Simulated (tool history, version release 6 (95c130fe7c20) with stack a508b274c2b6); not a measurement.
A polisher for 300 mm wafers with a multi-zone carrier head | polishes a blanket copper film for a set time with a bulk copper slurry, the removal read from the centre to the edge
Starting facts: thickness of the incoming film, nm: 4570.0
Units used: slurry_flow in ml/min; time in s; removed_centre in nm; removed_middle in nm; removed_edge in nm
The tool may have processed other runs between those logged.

{"run": 1, "day": 0.0, "slurry_flow": 160, "centre_zone": 1, "middle_zone": 1, "edge_zone": 1, "slurry_solids": 1, "time": 48, "removed_centre": 451.18, "removed_middle": 400.23, "removed_edge": 412.66}
{"run": 2, "day": 0.358, "slurry_flow": 160, "centre_zone": 1, "middle_zone": 1, "edge_zone": 1, "slurry_solids": 0.85, "time": 48, "removed_centre": 445.23, "removed_middle": 388.11, "removed_edge": 395.16}
{"run": 3, "day": 0.662, "slurry_flow": 160, "centre_zone": 0.99, "middle_zone": 1, "edge_zone": 0.98, "slurry_solids": 0.8, "time": 46, "removed_centre": 409.56, "removed_middle": 367.38, "removed_edge": 374.93}
{"run": 4, "day": 0.775, "slurry_flow": 160, "centre_zone": 0.99, "middle_zone": 1, "edge_zone": 0.98, "slurry_solids": 0.8, "time": 58, "removed_centre": 521.58, "removed_middle": 467.99, "removed_edge": 472.08}
{"run": 5, "day": 1.146, "slurry_flow": 160, "centre_zone": 0.99, "middle_zone": 1, "edge_zone": 0.98, "slurry_solids": 1, "time": 58, "removed_centre": 541.23, "removed_middle": 488.86, "removed_edge": 495.93}
{"run": 6, "day": 1.342, "slurry_flow": 160, "centre_zone": 0.99, "middle_zone": 1, "edge_zone": 0.97, "slurry_solids": 0.95, "time": 55, "removed_centre": 514.79, "removed_middle": 464.49, "removed_edge": 464.32}
{"run": 7, "day": 1.7, "slurry_flow": 160, "centre_zone": 0.99, "middle_zone": 1, "edge_zone": 0.96, "slurry_solids": 0.9, "time": 52, "removed_centre": 486, "removed_middle": 430.77, "removed_edge": 430.43}
{"run": 8, "day": 1.775, "slurry_flow": 160, "centre_zone": 0.99, "middle_zone": 1.01, "edge_zone": 0.96, "slurry_solids": 0.85, "time": 49, "removed_centre": 442.32, "removed_middle": 401.96, "removed_edge": 393.58}
{"run": 9, "day": 2.117, "slurry_flow": 160, "centre_zone": 0.99, "middle_zone": 1.01, "edge_zone": 0.95, "slurry_solids": 0.8, "time": 47, "removed_centre": 420.39, "removed_middle": 380.46, "removed_edge": 379.43}
{"day": 2.238, "done": "centre zone pressure recalibrated"}
{"run": 10, "day": 2.238, "slurry_flow": 160, "centre_zone": 1, "middle_zone": 1.02, "edge_zone": 0.94, "slurry_solids": 0.75, "time": 45, "removed_centre": 369.12, "removed_middle": 359.75, "removed_edge": 355.12}
{"run": 11, "day": 2.346, "slurry_flow": 170, "centre_zone": 1, "middle_zone": 1.01, "edge_zone": 0.93, "slurry_solids": 0.75, "time": 43, "removed_centre": 361.54, "removed_middle": 351.06, "removed_edge": 340.77}
{"run": 12, "day": 2.392, "slurry_flow": 160, "centre_zone": 1.02, "middle_zone": 1.01, "edge_zone": 0.92, "slurry_solids": 0.75, "time": 42, "removed_centre": 352.03, "removed_middle": 332.12, "removed_edge": 328.19}
{"run": 13, "day": 2.438, "slurry_flow": 165, "centre_zone": 1.04, "middle_zone": 1, "edge_zone": 0.91, "slurry_solids": 0.75, "time": 41, "removed_centre": 346.45, "removed_middle": 329.78, "removed_edge": 321.19}
{"run": 14, "day": 2.654, "slurry_flow": 165, "centre_zone": 1.06, "middle_zone": 0.99, "edge_zone": 0.9, "slurry_solids": 0.75, "time": 40, "removed_centre": 349.45, "removed_middle": 313.46, "removed_edge": 310.64}
{"run": 15, "day": 3.012, "slurry_flow": 165, "centre_zone": 1.07, "middle_zone": 0.99, "edge_zone": 0.89, "slurry_solids": 0.75, "time": 39, "removed_centre": 343.17, "removed_middle": 307.09, "removed_edge": 303.83}
{"run": 16, "day": 3.067, "slurry_flow": 165, "centre_zone": 1.07, "middle_zone": 0.99, "edge_zone": 0.89, "slurry_solids": 0.75, "time": 39, "removed_centre": 346.53, "removed_middle": 309.28, "removed_edge": 302.08}

Run 17 comes next. What will it give?
{"run": 17, "day": 3.321, "slurry_flow": 165, "centre_zone": 1.08, "middle_zone": 0.99, "edge_zone": 0.88, "slurry_solids": 0.75, "time": 38, "removed_centre": "?", "removed_middle": "?", "removed_edge": "?"}

For run 17 the tool returned removed_centre 340.94 nm, removed_middle 305.81 nm, removed_edge 293.19 nm.

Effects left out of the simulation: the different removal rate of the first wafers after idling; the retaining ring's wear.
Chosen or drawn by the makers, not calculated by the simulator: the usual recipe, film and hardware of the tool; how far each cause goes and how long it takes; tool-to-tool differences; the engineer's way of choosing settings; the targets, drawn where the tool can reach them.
